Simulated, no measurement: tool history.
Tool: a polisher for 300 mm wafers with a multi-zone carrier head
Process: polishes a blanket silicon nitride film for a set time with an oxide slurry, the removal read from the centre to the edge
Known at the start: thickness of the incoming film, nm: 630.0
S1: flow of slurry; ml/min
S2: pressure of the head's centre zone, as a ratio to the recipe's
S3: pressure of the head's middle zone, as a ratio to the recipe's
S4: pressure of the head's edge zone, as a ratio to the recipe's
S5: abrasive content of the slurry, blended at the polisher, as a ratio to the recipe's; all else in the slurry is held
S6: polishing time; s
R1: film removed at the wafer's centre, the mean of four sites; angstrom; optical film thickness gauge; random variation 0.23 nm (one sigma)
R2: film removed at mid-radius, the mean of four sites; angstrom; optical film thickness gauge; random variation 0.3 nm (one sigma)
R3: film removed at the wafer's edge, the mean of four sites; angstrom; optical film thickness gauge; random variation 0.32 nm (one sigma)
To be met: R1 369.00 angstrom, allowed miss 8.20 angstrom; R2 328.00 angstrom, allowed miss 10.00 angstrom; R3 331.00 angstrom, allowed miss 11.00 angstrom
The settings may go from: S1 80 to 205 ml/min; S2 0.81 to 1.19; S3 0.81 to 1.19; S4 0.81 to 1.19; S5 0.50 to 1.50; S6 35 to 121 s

Run 1, hour 0.0: S1 135 ml/min, S2 1.00, S3 1.00, S4 1.00, S5 1.00, S6 78 s. Result: R1 488.22 angstrom, R2 488.60 angstrom, R3 517.59 angstrom.
Run 2, hour 1.2: S1 135 ml/min, S2 1.00, S3 1.00, S4 1.00, S5 1.00, S6 68 s. Result: R1 415.26 angstrom, R2 431.82 angstrom, R3 442.25 angstrom.
Run 3, hour 7.7: S1 135 ml/min, S2 1.00, S3 1.00, S4 1.00, S5 1.00, S6 81 s. Result: R1 500.77 angstrom, R2 515.02 angstrom, R3 528.17 angstrom.
Run 4, hour 14.0: S1 135 ml/min, S2 1.02, S3 0.98, S4 0.95, S5 0.85, S6 78 s. Result: R1 458.81 angstrom, R2 447.48 angstrom, R3 451.04 angstrom.
Run 5, hour 22.1: S1 125 ml/min, S2 1.02, S3 0.94, S4 0.91, S5 0.75, S6 78 s. Result: R1 414.49 angstrom, R2 399.26 angstrom, R3 408.06 angstrom.
Run 6, hour 30.9: S1 120 ml/min, S2 1.04, S3 0.92, S4 0.88, S5 0.70, S6 78 s. Result: R1 402.91 angstrom, R2 366.57 angstrom, R3 392.67 angstrom.
Run 7, hour 39.9: S1 120 ml/min, S2 1.05, S3 0.93, S4 0.86, S5 0.65, S6 78 s. Result: R1 385.79 angstrom, R2 361.83 angstrom, R3 367.09 angstrom.
Run 8, hour 41.0: S1 110 ml/min, S2 1.07, S3 0.93, S4 0.84, S5 0.65, S6 78 s. Result: R1 388.21 angstrom, R2 354.91 angstrom, R3 366.21 angstrom.
Run 9, hour 47.0: S1 110 ml/min, S2 1.08, S3 0.93, S4 0.83, S5 0.60, S6 78 s. Result: R1 365.47 angstrom, R2 340.46 angstrom, R3 342.14 angstrom.
Run 10, hour 47.6: S1 105 ml/min, S2 1.12, S3 0.90, S4 0.81, S5 0.60, S6 78 s. Result: R1 374.94 angstrom, R2 321.59 angstrom, R3 342.58 angstrom.
Run 11, hour 56.3: S1 105 ml/min, S2 1.12, S3 0.91, S4 0.81, S5 0.60, S6 78 s. Result: R1 380.58 angstrom, R2 327.59 angstrom, R3 341.86 angstrom.
Run 12, hour 58.0: S1 105 ml/min, S2 1.12, S3 0.92, S4 0.81, S5 0.60, S6 78 s. Result: R1 379.04 angstrom, R2 330.21 angstrom, R3 337.45 angstrom.

5 next moves are on the table. One of them brings every result within its allowed miss. Which?
Run A, hour 59.7: S1 125 ml/min, S2 1.09, S3 0.92, S4 0.81, S5 0.50, S6 84 s. Result: R1 ?, R2 ?, R3 ?.
Run B, hour 59.7: S1 130 ml/min, S2 1.13, S3 0.92, S4 0.81, S5 0.65, S6 71 s. Result: R1 ?, R2 ?, R3 ?.
Run C, hour 59.7: S1 85 ml/min, S2 1.08, S3 0.90, S4 0.86, S5 0.70, S6 76 s. Result: R1 ?, R2 ?, R3 ?.
Run D, hour 59.7: S1 105 ml/min, S2 1.17, S3 0.91, S4 0.83, S5 0.60, S6 79 s. Result: R1 ?, R2 ?, R3 ?.
Run E, hour 59.7: S1 95 ml/min, S2 1.17, S3 0.92, S4 0.81, S5 0.50, S6 88 s. Result: R1 ?, R2 ?, R3 ?.

move      R1      R2      R3
   A  366.99  322.32  330.47
   B  383.86  325.93  333.43
   C  366.50  323.28  355.61
   D  397.31  326.07  344.62
   E  380.82  316.55  331.28
A: meets every target
B: further off than the last run
C: brings the result that was furthest off to its target, and leaves another outside
D: further off than the last run
E: further off than the last run
Move A is the one to make.
